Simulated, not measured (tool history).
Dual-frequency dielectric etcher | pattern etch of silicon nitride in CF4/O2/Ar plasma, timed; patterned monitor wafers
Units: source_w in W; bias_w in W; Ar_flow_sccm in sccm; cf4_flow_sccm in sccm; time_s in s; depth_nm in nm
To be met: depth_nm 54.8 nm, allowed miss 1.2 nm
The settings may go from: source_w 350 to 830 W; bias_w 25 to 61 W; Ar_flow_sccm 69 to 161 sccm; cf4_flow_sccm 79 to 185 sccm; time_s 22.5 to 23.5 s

run,hour,source_w,bias_w,Ar_flow_sccm,cf4_flow_sccm,time_s,depth_nm
1,0,590,43,115,132,22.5,48.258
2,1.8,590,46,115,132,22.5,49.05
3,3.2,600,46,115,132,22.5,49.721
4,8.9,610,46,115,132,22.5,50.517
# hour 11.5: source power generator calibrated
5,11.5,620,46,115,132,22.5,49.763
6,14.2,630,46,115,132,22.5,50.42
7,18.3,640,46,115,132,22.5,51.182
8,26.6,650,46,115,132,22.5,51.643
9,28.6,660,46,115,132,22.5,52.173
10,32.3,670,46,115,132,22.5,52.424
11,35.8,680,46,115,132,22.5,52.725

4 next moves are on the table. One of them brings every result within its allowed miss. Which?
A,39.3,710,50,156,115,23,?
B,39.3,670,43,102,131,22.5,?
C,39.3,620,52,116,147,22.5,?
D,39.3,660,42,111,137,23,?

move,depth_nm
A,54.754
B,51.899
C,52.44
D,52.008
A: meets every target
B: further off than the last run
C: further off than the last run
D: further off than the last run
Answer: A
